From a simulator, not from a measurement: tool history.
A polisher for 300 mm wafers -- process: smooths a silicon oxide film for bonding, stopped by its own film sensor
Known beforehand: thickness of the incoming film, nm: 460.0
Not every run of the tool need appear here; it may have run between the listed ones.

run,hour,flow of slurry (ml/min),pressure of the wafer on the pad (kPa),speed of the pad under the wafer (m/s),abrasive content of the slurry,target thickness at which the film sensor stops the polish (angstrom),time until the film sensor stopped the polish (s)
1,0.0,245,9.0,1.12,1.0,4200,67.253
2,8.1,245,9.0,1.36,1.0,4200,58.232
3,16.6,245,9.0,1.62,1.0,4200,49.510
4,18.9,245,7.6,1.58,1.0,4200,56.776
5,24.7,245,7.6,1.58,1.0,4200,57.481
6,28.5,245,6.2,1.50,1.0,4200,66.836
7,36.2,235,4.1,1.22,1.0,4200,97.547
8,45.3,240,4.1,1.22,1.0,4200,97.108
9,51.1,245,4.1,1.22,1.0,4200,95.793
10,54.5,250,4.1,1.22,1.0,4200,96.395
11,55.9,255,4.1,1.22,1.0,4200,98.684

For run 12, what comes out?
12,63.2,245,4.1,1.22,1.0,4200,?

Run 12 produced time until the film sensor stopped the polish (s) 98.767.
